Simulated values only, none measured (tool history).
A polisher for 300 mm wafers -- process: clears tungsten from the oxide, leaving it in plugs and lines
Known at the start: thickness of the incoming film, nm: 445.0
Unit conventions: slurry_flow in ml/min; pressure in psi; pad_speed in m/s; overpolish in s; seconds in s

run	day	slurry_flow	pressure	pad_speed	slurry_solids	overpolish	seconds
1	0	170	3.4	1.1	1	7	87.008
2	0.071	170	3.4	0.98	1	7	96.896
3	0.375	170	3.4	0.98	1.2	7	89.299
4	0.417	170	3	0.98	1.2	7	100.84
5	0.533	170	3	0.98	1.2	5	102.18
6	0.604	145	3	0.98	1.2	5	103

Run 7 has not been measured yet. What should we expect?
7	0.892	145	3.3	1	1.2	5	?

{"run 7": {"seconds": 93.636}}

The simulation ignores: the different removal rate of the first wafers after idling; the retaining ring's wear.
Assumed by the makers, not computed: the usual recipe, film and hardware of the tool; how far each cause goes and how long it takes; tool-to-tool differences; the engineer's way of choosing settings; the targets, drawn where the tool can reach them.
